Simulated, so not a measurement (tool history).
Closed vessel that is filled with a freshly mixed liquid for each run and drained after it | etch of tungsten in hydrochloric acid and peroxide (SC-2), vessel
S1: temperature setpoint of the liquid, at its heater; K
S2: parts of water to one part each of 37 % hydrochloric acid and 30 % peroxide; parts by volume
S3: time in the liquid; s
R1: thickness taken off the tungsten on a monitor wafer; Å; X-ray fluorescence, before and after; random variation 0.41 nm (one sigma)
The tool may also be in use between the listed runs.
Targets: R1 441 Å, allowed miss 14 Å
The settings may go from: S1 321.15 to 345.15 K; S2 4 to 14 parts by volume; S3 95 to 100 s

{"run": 1, "hour": 0.0, "S1": 337.15, "S2": 7.5, "S3": 95, "R1": 683.29}
{"run": 2, "hour": 5.4, "S1": 332.65, "S2": 7.5, "S3": 95, "R1": 520.05}
{"run": 3, "hour": 11.1, "S1": 332.15, "S2": 7.5, "S3": 95, "R1": 500.27}
{"run": 4, "hour": 13.3, "S1": 331.65, "S2": 7.5, "S3": 95, "R1": 480.6}
{"run": 5, "hour": 18.3, "S1": 327.65, "S2": 7.5, "S3": 95, "R1": 377.52}
{"run": 6, "hour": 23.8, "S1": 328.15, "S2": 7.5, "S3": 95, "R1": 385.91}
{"run": 7, "hour": 32.4, "S1": 328.65, "S2": 7.5, "S3": 95, "R1": 401.51}
{"run": 8, "hour": 35.3, "S1": 329.15, "S2": 7.5, "S3": 95, "R1": 414.44}
{"run": 9, "hour": 36.1, "S1": 329.65, "S2": 7.5, "S3": 95, "R1": 420.77}

Which of these 5 next moves meets every target?
{"run": "A", "hour": 36.9, "S1": 328.15, "S2": 8, "S3": 100, "R1": "?"}
{"run": "B", "hour": 36.9, "S1": 335.65, "S2": 11.5, "S3": 95, "R1": "?"}
{"run": "C", "hour": 36.9, "S1": 327.15, "S2": 6.5, "S3": 95, "R1": "?"}
{"run": "D", "hour": 36.9, "S1": 332.15, "S2": 8, "S3": 95, "R1": "?"}
{"run": "E", "hour": 36.9, "S1": 323.15, "S2": 4.5, "S3": 95, "R1": "?"}

move=A R1=386.42
move=B R1=436.88
move=C R1=404.76
move=D R1=473.98
move=E R1=406.72
A: further off than the last run
B: meets every target
C: further off than the last run
D: takes the result that was furthest off past its target
E: further off than the last run
Move B is the one to make.
